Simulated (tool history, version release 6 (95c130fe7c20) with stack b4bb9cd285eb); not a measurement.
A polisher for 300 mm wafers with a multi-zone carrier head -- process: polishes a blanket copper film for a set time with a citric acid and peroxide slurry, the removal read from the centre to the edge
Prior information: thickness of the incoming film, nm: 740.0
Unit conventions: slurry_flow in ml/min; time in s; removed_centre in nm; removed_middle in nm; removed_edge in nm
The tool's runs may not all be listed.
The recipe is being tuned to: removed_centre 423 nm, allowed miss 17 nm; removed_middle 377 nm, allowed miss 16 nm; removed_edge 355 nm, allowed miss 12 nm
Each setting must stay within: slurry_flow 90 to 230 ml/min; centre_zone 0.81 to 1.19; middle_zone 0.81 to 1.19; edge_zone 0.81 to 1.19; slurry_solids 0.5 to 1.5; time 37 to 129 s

run	hour	slurry_flow	centre_zone	middle_zone	edge_zone	slurry_solids	time	removed_centre	removed_middle	removed_edge
1	0	150	1	1	1	1	83	242.98	242.78	232.8
2	2.1	150	1	1	0.96	1	83	236.47	240.81	234.37
3	10.3	155	1.01	1	0.97	1.05	86	261.61	251.36	242.3
4	14.4	155	1.01	1	0.97	1.1	90	268.23	267.13	257.47
5	15.5	155	1.01	1.08	0.97	1.1	90	272.18	285.31	252.01
6	23.1	155	1.08	1.08	0.97	1.1	90	292.84	286.03	262.56
7	31.8	195	1.18	1.12	1.02	1.35	100	383.11	347.05	309.11
8	38.3	195	1.18	1.12	1.03	1.35	101	381.51	353.62	317.82
9	43.9	195	1.18	1.11	1.03	1.35	102	386.6	361.48	321.6

Of the 5 settings listed for the next run, only one would bring every result within its allowed miss of target. Which one?
A	49.5	175	1.15	0.88	1.17	1.45	115	?	?	?
B	49.5	200	1.19	1.08	1.08	1.25	111	?	?	?
C	49.5	190	1.15	1.02	1.11	1.3	116	?	?	?
D	49.5	205	1.14	1.17	1.08	1.25	105	?	?	?
E	49.5	95	1.08	0.97	1.13	1.35	127	?	?	?

move	removed_centre	removed_middle	removed_edge
A	421.74	332.67	387.43
B	418.27	377.25	352.34
C	422.12	375.89	374.62
D	380.56	383.62	333.7
E	379.14	350.79	381.98
A: moves the result that the last run missed by most past its target, out the other side
B: every result within its allowed miss
C: moves the result that the last run missed by most past its target, out the other side
D: nearer the targets than the last run, but a result is still out of spec
E: moves the result that the last run missed by most past its target, out the other side
B meets every target.

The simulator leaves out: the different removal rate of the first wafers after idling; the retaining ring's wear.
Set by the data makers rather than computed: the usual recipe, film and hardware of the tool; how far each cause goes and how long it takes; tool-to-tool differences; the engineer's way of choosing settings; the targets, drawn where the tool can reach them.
